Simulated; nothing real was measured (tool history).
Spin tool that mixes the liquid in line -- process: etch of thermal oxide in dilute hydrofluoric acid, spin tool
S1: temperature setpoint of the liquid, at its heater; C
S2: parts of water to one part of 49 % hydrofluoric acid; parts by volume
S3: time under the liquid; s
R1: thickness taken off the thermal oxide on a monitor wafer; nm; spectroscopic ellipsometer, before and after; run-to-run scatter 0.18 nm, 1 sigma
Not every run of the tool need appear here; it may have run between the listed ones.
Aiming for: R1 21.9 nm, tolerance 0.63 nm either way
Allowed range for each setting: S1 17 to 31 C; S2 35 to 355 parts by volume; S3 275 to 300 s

run  hour    S1   S2   S3      R1
  1     0    23  195  275  6.3083
  2   6.5    23  195  300  6.9795
  3  14.7    23  130  300   11.31
  4  20.1    23   80  300  19.495
  5  28.5    23   80  275  17.802
  6    34    23  120  275  11.338
  7  40.8    25  105  275  14.227
  8  48.1    25  105  275  14.129
  9  54.6    29   60  275   31.17
 10  63.1    29   60  275  30.781
 11  63.8    25   65  275  23.856
 12  66.9  24.5   65  275  23.851
 13  71.4  21.5   65  275  20.751

Which one of the following 5 next-run settings gets every result inside its allowed miss? There is exactly one.
  A  75.9    21  75  300   ?
  B  75.9  23.5  70  285   ?
  C  75.9    23  70  280   ?
  D  75.9  22.5  75  285   ?
  E  75.9    22  75  300   ?

move      R1
   A  18.848
   B  21.389
   C   20.59
   D  19.046
   E  19.642
A: moves away from the targets compared with the last run
B: all results land within tolerance of their targets
C: moves away from the targets compared with the last run
D: moves away from the targets compared with the last run
E: moves away from the targets compared with the last run
Go with B: it meets all targets.

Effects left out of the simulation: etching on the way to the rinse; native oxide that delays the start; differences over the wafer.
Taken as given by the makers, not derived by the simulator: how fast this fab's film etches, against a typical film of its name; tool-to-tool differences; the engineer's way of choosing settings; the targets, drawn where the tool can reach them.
